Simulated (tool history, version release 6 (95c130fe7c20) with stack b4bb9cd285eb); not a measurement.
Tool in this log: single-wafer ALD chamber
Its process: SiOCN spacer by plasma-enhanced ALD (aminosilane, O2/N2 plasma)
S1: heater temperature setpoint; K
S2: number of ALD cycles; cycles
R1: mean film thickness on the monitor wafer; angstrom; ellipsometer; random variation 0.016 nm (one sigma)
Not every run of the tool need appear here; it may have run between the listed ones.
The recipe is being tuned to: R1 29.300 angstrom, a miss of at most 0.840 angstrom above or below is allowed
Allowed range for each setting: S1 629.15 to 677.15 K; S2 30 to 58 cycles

run 1 hour=0.0 | S1=653.15 S2=44 | R1=24.549
run 2 hour=3.8 | S1=647.15 S2=44 | R1=24.638
run 3 hour=12.5 | S1=647.15 S2=46 | R1=25.891
run 4 hour=20.9 | S1=647.15 S2=47 | R1=26.380
run 5 hour=25.7 | S1=636.15 S2=47 | R1=26.426
run 6 hour=27.2 | S1=629.15 S2=47 | R1=26.258
run 7 hour=35.7 | S1=629.15 S2=47 | R1=26.299
run 8 hour=44.3 | S1=629.15 S2=48 | R1=26.798
run 9 hour=47.9 | S1=629.15 S2=49 | R1=27.365
run 10 hour=51.8 | S1=629.15 S2=50 | R1=27.919
-- hour=57.4 thermocouple changed; heater temperature recalibrated
run 11 hour=57.4 | S1=629.15 S2=51 | R1=28.415

Pick the move, out of 5, that brings all results within their allowed miss; only one does.
run A hour=63.0 | S1=629.15 S2=56 | R1=?
run B hour=63.0 | S1=638.15 S2=55 | R1=?
run C hour=63.0 | S1=634.15 S2=57 | R1=?
run D hour=63.0 | S1=629.15 S2=49 | R1=?
run E hour=63.0 | S1=633.15 S2=53 | R1=?

move=A R1=31.362
move=B R1=30.802
move=C R1=31.922
move=D R1=27.442
move=E R1=29.682
A: moves the result that the last run missed by most past its target, out the other side
B: moves the result that the last run missed by most past its target, out the other side
C: moves the result that the last run missed by most past its target, out the other side
D: misses by more than the last run did
E: hits every target within its allowed miss
Correct choice: E, which meets every target
